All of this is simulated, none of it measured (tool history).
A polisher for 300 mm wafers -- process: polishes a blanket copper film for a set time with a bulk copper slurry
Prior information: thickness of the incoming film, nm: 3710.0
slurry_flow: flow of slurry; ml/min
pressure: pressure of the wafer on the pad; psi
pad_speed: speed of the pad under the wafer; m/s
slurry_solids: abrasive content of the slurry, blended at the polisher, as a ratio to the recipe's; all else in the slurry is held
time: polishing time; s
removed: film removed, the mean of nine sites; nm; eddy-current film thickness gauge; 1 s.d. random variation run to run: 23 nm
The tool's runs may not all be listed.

| run | day | slurry_flow | pressure | pad_speed | slurry_solids | time | removed |
|---|---|---|---|---|---|---|---|
| 1 | 0.000 | 290 | 3.0 | 1.38 | 1.0 | 94 | 980.5 |
| 2 | 0.200 | 290 | 3.3 | 1.40 | 1.0 | 94 | 1113.4 |
| 3 | 0.508 | 290 | 3.6 | 1.40 | 1.0 | 94 | 1204.7 |
| 4 | 0.796 | 290 | 3.6 | 1.40 | 1.0 | 99 | 1272.2 |
| 5 | 1.046 | 290 | 3.8 | 1.40 | 1.0 | 99 | 1332.8 |
| 6 | 1.258 | 290 | 4.2 | 1.40 | 1.0 | 99 | 1465.3 |

Run 7 is up next; what results do you expect?
| 7 | 1.442 | 290 | 4.3 | 1.42 | 1.0 | 99 | ? |

{"run 7": {"removed": 1547.9}}
